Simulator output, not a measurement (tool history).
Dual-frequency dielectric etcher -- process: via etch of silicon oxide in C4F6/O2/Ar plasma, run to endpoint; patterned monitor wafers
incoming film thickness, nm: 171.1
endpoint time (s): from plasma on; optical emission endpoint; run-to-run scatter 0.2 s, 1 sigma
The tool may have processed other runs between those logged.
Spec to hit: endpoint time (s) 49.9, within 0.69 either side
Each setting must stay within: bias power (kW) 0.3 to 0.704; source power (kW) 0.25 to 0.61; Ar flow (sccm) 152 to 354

run,hour,bias power (kW),source power (kW),Ar flow (sccm),endpoint time (s)
1,0,0.502,0.43,253,38.428
2,7.4,0.571,0.43,253,36.165
3,8.9,0.624,0.43,253,34.677
4,12.2,0.585,0.41,255,36.731
5,14,0.617,0.41,255,35.62
6,19.7,0.617,0.41,286,36.303
7,23.2,0.58,0.4,287,37.68
8,29.7,0.547,0.39,288,39.442
9,31,0.518,0.39,288,40.764
10,35.7,0.518,0.39,288,40.449
11,37.8,0.492,0.39,288,41.736
12,43.9,0.391,0.38,289,47.678
13,50,0.386,0.38,289,48.047
14,54.3,0.382,0.38,289,48.389
15,62.3,0.379,0.38,289,48.355
16,71.1,0.376,0.38,289,49.066
17,80.2,0.374,0.38,289,49.048
18,87.9,0.372,0.38,289,49.03

Consider the 5 candidate settings below. Which is the only one whose results all fall within their allowed miss of target?
A,95.6,0.382,0.38,249,?
B,95.6,0.379,0.38,290,?
C,95.6,0.372,0.39,276,?
D,95.6,0.375,0.37,295,?
E,95.6,0.349,0.37,282,?

move,endpoint time (s)
A,47.503
B,48.566
C,48.096
D,49.69
E,51.491
A: the biggest miss grows against the last run
B: the biggest miss grows against the last run
C: the biggest miss grows against the last run
D: every result lands within tolerance
E: takes the biggest miss from the last run beyond its target
Answer: D
